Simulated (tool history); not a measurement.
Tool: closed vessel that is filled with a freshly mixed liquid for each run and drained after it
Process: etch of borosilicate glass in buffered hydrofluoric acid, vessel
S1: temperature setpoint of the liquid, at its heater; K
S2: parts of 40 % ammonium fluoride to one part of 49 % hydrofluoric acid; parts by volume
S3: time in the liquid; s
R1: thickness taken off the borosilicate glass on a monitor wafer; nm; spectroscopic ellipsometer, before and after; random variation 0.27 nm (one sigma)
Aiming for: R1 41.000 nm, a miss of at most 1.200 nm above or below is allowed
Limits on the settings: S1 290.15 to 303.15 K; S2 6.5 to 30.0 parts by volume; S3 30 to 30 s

run,hour,S1,S2,S3,R1
1,0.0,295.15,19.5,30,15.838
2,4.5,295.15,22.0,30,14.415
3,11.7,297.15,18.0,30,18.997
4,20.6,297.15,18.0,30,18.984
5,28.7,298.65,15.5,30,24.085
6,33.5,299.65,14.0,30,27.768
7,36.2,300.65,13.0,30,31.493
8,41.7,301.15,12.5,30,33.712
9,50.8,301.65,12.0,30,36.191
10,56.3,303.15,11.0,30,42.296

Of the 4 settings listed for the next run, only one would bring every result within its allowed miss of target. Which one?
A,61.8,301.15,9.0,30,?
B,61.8,300.15,10.5,30,?
C,61.8,301.65,10.5,30,?
D,61.8,303.15,12.5,30,?

move,R1
A,44.917
B,37.971
C,41.071
D,37.395
A: the biggest miss grows against the last run
B: takes the biggest miss from the last run beyond its target
C: every result within its allowed miss
D: takes the biggest miss from the last run beyond its target
Go with C: it meets all targets.
